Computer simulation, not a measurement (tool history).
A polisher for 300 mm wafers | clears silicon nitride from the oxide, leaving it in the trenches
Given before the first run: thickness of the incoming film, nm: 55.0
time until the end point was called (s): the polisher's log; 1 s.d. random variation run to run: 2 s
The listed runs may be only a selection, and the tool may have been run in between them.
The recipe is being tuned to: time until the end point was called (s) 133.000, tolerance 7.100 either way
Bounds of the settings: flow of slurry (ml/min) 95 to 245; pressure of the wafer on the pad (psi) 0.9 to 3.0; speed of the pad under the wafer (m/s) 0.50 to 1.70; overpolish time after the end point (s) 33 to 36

run	hour	flow of slurry (ml/min)	pressure of the wafer on the pad (psi)	speed of the pad under the wafer (m/s)	overpolish time after the end point (s)	time until the end point was called (s)
1	0.0	155	1.9	1.10	33	91.009
2	5.3	155	1.7	1.10	33	103.940
3	9.8	155	1.5	1.10	33	116.350
4	14.4	155	1.5	1.22	33	102.680
# hour 22.1: slurry nozzle cleaned
5	22.1	155	1.5	1.22	33	96.331
6	23.0	125	1.5	1.22	33	101.420
7	30.9	125	1.4	1.22	33	110.510
8	33.6	125	1.3	1.22	33	116.770

Below are 4 possible settings for the next run. Only one of them brings all results inside the allowed miss of their targets. Which is it?
A	36.3	100	1.0	1.46	33	?
B	36.3	185	2.1	0.88	36	?
C	36.3	125	1.3	1.30	33	?
D	36.3	145	1.2	1.36	33	?

move	time until the end point was called (s)
A	134.260
B	96.933
C	112.220
D	113.050
A: in spec on every target
B: further off than the last run
C: further off than the last run
D: further off than the last run
A meets every target.
